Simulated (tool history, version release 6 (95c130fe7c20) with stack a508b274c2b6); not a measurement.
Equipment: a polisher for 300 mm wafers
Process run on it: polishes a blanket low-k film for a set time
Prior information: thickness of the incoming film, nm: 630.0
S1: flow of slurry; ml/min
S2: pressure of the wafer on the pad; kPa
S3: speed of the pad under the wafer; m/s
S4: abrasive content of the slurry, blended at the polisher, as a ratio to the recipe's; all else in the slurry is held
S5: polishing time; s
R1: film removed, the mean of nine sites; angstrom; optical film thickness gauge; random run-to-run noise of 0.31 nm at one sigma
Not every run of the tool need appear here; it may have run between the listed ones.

| run | day | S1 | S2 | S3 | S4 | S5 | R1 |
|---|---|---|---|---|---|---|---|
| 1 | 0 | 155 | 15.2 | 1.1 | 1 | 55 | 235.15 |
| 2 | 0.058 | 155 | 15.2 | 1.1 | 0.8 | 55 | 206.28 |
| 3 | 0.096 | 155 | 15.2 | 0.94 | 0.8 | 55 | 179.73 |
| 4 | 0.288 | 155 | 15.9 | 0.94 | 0.8 | 55 | 188.03 |
| 5 | 0.538 | 155 | 12.4 | 0.94 | 0.8 | 55 | 149.79 |
| 6 | 0.692 | 185 | 12.4 | 0.94 | 0.8 | 55 | 153.12 |
| 7 | 0.958 | 185 | 13.1 | 0.94 | 0.8 | 55 | 161.53 |
| 8 | 1.146 | 185 | 13.8 | 0.94 | 0.8 | 55 | 167.18 |
| 9 | 1.279 | 185 | 13.8 | 0.94 | 0.8 | 55 | 168.62 |
| 10 | 1.325 | 185 | 14.5 | 0.94 | 0.8 | 55 | 176.32 |

What will run 11 give?
| 11 | 1.658 | 185 | 15.2 | 0.94 | 0.8 | 55 | ? |

Run 11 yielded R1 184.41 angstrom.
